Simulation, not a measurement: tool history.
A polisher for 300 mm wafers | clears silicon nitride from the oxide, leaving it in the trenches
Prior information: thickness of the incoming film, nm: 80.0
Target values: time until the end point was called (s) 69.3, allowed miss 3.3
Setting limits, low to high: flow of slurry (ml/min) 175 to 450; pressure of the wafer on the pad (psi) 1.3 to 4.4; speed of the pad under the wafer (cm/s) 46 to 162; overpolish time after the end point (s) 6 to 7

run	hour	flow of slurry (ml/min)	pressure of the wafer on the pad (psi)	speed of the pad under the wafer (cm/s)	overpolish time after the end point (s)	time until the end point was called (s)
1	0	290	2.8	104	7	89.568
2	8.8	290	2.9	104	7	85.721
3	13.4	290	2.9	82	7	109.92
4	18.8	290	2.9	66	7	129.88
5	22.6	290	3.1	68	7	120.01
6	29.4	290	2.7	68	7	137.11
7	31.7	290	2.9	70	7	123.25
8	34.2	290	3.1	72	7	116.99
9	38.7	290	3.3	74	7	106.13
10	43.7	290	3.4	76	7	101.12
11	45.4	290	3.5	78	7	96.941
12	49.5	290	3.6	80	7	90.193
13	55.9	290	3.7	80	7	88.412
14	63.9	290	3.8	80	7	89.703
15	72.6	290	3.9	82	7	84.248
16	78.3	290	4	82	7	79.989
17	83.6	290	4.2	84	7	77.93

Which one of the following 4 next-run settings gets every result inside its allowed miss? There is exactly one.
A	88.9	295	4.2	102	6	?
B	88.9	370	4.1	70	7	?
C	88.9	325	4.2	94	6	?
D	88.9	280	4.3	80	7	?

move	time until the end point was called (s)
A	63.8
B	92.144
C	68.548
D	79.326
A: moves the result that the last run missed by most past its target, out the other side
B: the biggest miss grows against the last run
C: in spec on every target
D: the biggest miss grows against the last run
C is the move that brings every result within its allowed miss.
